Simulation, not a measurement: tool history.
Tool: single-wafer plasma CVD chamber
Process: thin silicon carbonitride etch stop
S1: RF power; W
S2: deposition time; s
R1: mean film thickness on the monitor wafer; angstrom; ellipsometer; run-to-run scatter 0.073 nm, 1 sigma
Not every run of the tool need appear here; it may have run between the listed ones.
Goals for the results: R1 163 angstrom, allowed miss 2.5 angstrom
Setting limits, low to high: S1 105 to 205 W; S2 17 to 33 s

{"run": 1, "hour": 0.0, "S1": 155, "S2": 25, "R1": 129.11}
{"run": 2, "hour": 5.1, "S1": 155, "S2": 27.5, "R1": 143.45}
{"run": 3, "hour": 10.1, "S1": 160, "S2": 27.7, "R1": 146.28}
{"run": 4, "hour": 17.6, "S1": 160, "S2": 25.9, "R1": 136.7}
{"run": 5, "hour": 22.9, "S1": 160, "S2": 29.3, "R1": 153.29}
{"run": 6, "hour": 28.5, "S1": 160, "S2": 28, "R1": 147.97}
{"run": 7, "hour": 29.5, "S1": 165, "S2": 28.1, "R1": 150.91}
{"run": 8, "hour": 34.1, "S1": 165, "S2": 28.1, "R1": 151.2}
{"run": 9, "hour": 38.8, "S1": 175, "S2": 28.2, "R1": 155.08}
{"run": 10, "hour": 39.6, "S1": 185, "S2": 28.3, "R1": 158.37}

Next run, 4 choices. One meets every target within its allowed miss, the rest don't. Which?
{"run": "A", "hour": 40.4, "S1": 180, "S2": 30.7, "R1": "?"}
{"run": "B", "hour": 40.4, "S1": 185, "S2": 30.4, "R1": "?"}
{"run": "C", "hour": 40.4, "S1": 185, "S2": 29.1, "R1": "?"}
{"run": "D", "hour": 40.4, "S1": 185, "S2": 27.4, "R1": "?"}

move=A R1=171.16
move=B R1=171.34
move=C R1=164.01
move=D R1=154.43
A: takes the result that was furthest off past its target
B: takes the result that was furthest off past its target
C: all results in spec
D: the biggest miss grows against the last run
C is the move that brings every result within its allowed miss.
